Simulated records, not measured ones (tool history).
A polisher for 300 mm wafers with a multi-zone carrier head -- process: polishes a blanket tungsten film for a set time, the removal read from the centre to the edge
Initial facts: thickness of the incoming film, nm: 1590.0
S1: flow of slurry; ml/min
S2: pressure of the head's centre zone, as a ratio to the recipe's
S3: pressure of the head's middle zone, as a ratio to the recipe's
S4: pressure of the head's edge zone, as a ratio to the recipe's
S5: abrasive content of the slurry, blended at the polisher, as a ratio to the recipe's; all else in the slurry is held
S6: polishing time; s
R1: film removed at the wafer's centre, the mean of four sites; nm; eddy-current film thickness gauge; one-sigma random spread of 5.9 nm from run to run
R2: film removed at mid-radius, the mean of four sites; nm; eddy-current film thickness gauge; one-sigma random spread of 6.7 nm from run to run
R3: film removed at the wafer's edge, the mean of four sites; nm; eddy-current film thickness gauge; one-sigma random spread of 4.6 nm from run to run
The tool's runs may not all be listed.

Run 1, day 0: S1 310 ml/min, S2 1, S3 1, S4 1, S5 1, S6 88 s. Result: R1 351.8 nm, R2 342.13 nm, R3 355.45 nm.
Run 2, day 0.338: S1 310 ml/min, S2 1.05, S3 1, S4 1, S5 1, S6 88 s. Result: R1 374.71 nm, R2 337.31 nm, R3 354.64 nm.
Run 3, day 0.433: S1 310 ml/min, S2 1.11, S3 1, S4 1, S5 1, S6 88 s. Result: R1 402.25 nm, R2 339.15 nm, R3 363.81 nm.
Run 4, day 0.467: S1 310 ml/min, S2 1.1, S3 1.04, S4 1.03, S5 1.1, S6 89 s. Result: R1 410.64 nm, R2 356.94 nm, R3 379.42 nm.
Run 5, day 0.7: S1 345 ml/min, S2 1.1, S3 1.04, S4 1.03, S5 1.1, S6 89 s. Result: R1 405.56 nm, R2 366.71 nm, R3 377.79 nm.
Run 6, day 1.054: S1 355 ml/min, S2 1.1, S3 1.06, S4 1.04, S5 1.2, S6 90 s. Result: R1 434.46 nm, R2 385.03 nm, R3 395.45 nm.

Run 7 comes next. What will it give?
Run 7, day 1.4: S1 360 ml/min, S2 1.09, S3 1.08, S4 1.06, S5 1.25, S6 91 s. Result: R1 ?, R2 ?, R3 ?.

Run 7 gave R1 431.53 nm, R2 402.72 nm, R3 409.63 nm.
